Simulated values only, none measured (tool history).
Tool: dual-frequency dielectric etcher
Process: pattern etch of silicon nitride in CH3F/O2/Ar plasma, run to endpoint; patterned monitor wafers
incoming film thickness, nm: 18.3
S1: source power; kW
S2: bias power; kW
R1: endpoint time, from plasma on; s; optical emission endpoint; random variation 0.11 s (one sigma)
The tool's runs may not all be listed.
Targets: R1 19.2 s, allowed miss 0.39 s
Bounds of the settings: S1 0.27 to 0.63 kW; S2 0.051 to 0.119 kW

run,hour,S1,S2,R1
1,0,0.45,0.085,21.927
2,3.6,0.45,0.098,20.863
3,4.6,0.47,0.099,20.466
4,13.2,0.42,0.099,21.473
5,21.9,0.42,0.106,21.029
6,30.5,0.42,0.097,21.885
7,38.7,0.45,0.098,20.776
# hour 41.8: bias power generator calibrated
8,41.8,0.47,0.098,20.094
9,46.9,0.48,0.098,19.882
10,54.7,0.49,0.098,19.811

5 next moves are on the table. One of them brings every result within its allowed miss. Which?
A,62.5,0.46,0.099,?
B,62.5,0.45,0.099,?
C,62.5,0.41,0.117,?
D,62.5,0.53,0.095,?
E,62.5,0.45,0.093,?

move,R1
A,20.16
B,20.382
C,20.112
D,19.088
E,20.836
A: further off than the last run
B: further off than the last run
C: further off than the last run
D: meets every target
E: further off than the last run
Answer: D

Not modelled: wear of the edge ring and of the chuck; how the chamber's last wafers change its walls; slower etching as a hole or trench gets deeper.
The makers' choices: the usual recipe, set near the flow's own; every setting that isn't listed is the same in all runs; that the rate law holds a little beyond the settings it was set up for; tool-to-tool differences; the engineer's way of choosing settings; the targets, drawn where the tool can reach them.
